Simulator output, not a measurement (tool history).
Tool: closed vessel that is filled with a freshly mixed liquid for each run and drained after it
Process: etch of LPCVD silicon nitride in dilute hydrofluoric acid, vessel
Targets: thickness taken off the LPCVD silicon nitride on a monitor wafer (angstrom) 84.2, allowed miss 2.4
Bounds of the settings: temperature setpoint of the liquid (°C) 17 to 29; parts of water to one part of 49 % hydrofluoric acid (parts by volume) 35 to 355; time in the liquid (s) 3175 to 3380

run,hour,temperature setpoint of the liquid (°C),parts of water to one part of 49 % hydrofluoric acid (parts by volume),time in the liquid (s),thickness taken off the LPCVD silicon nitride on a monitor wafer (angstrom)
1,0,21,195,3175,67.474
2,5,22,195,3175,72.344
3,7.6,22,135,3175,102.84
4,14.6,22,90,3175,153.83
5,18.5,21,100,3175,129.78
6,26.8,21,100,3380,138.74
7,31.3,20,105,3380,123.72
8,34.3,17,145,3375,73.08
9,41.9,17.5,145,3375,74.914

Which of these 5 next moves meets every target?
A,49.5,17,125,3175,?
B,49.5,17.5,160,3305,?
C,49.5,17.5,170,3360,?
D,49.5,17,125,3195,?
E,49.5,17,120,3245,?

move,thickness taken off the LPCVD silicon nitride on a monitor wafer (angstrom)
A,79.88
B,67.81
C,65.026
D,80.383
E,84.925
A: nearer than the last run, and not there yet
B: further off than the last run
C: further off than the last run
D: nearer than the last run, and not there yet
E: meets every target
Answer: E
